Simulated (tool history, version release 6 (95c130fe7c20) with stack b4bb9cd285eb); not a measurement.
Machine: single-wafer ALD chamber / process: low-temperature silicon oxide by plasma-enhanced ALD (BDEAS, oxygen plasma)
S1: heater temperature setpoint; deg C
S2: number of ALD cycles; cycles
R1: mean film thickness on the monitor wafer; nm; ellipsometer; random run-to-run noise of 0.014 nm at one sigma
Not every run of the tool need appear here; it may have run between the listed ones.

run 1 day=0 | S1=95 S2=40 | R1=5.7114
run 2 day=0.112 | S1=89 S2=41 | R1=5.9943
run 3 day=0.396 | S1=85 S2=41 | R1=6.0887
run 4 day=0.662 | S1=93 S2=41 | R1=5.902
run 5 day=0.979 | S1=102 S2=41 | R1=5.6991
run 6 day=1.079 | S1=102 S2=36 | R1=5.0122
run 7 day=1.425 | S1=90 S2=42 | R1=6.1105

What will run 8 give?
run 8 day=1.6 | S1=87 S2=42 | R1=?

{"run 8": {"R1": 6.1902}}
